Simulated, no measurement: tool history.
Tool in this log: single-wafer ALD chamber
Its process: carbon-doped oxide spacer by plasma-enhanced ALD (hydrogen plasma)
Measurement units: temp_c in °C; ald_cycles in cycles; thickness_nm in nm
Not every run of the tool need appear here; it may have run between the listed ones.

| run | hour | temp_c | ald_cycles | thickness_nm |
|---|---|---|---|---|
| 1 | 0.0 | 380 | 505 | 26.963 |
| 2 | 9.8 | 380 | 468 | 24.884 |
| 3 | 18.7 | 380 | 503 | 26.876 |
| 4 | 27.6 | 380 | 469 | 25.105 |
| 5 | 36.3 | 380 | 406 | 21.664 |
| 6 | 45.0 | 380 | 399 | 21.271 |
| 7 | 49.6 | 380 | 394 | 20.980 |

Run 8, settings as shown, results not yet in. Your forecast:
| 8 | 57.1 | 380 | 374 | ? |

Run 8 measured thickness_nm 20.001 nm.
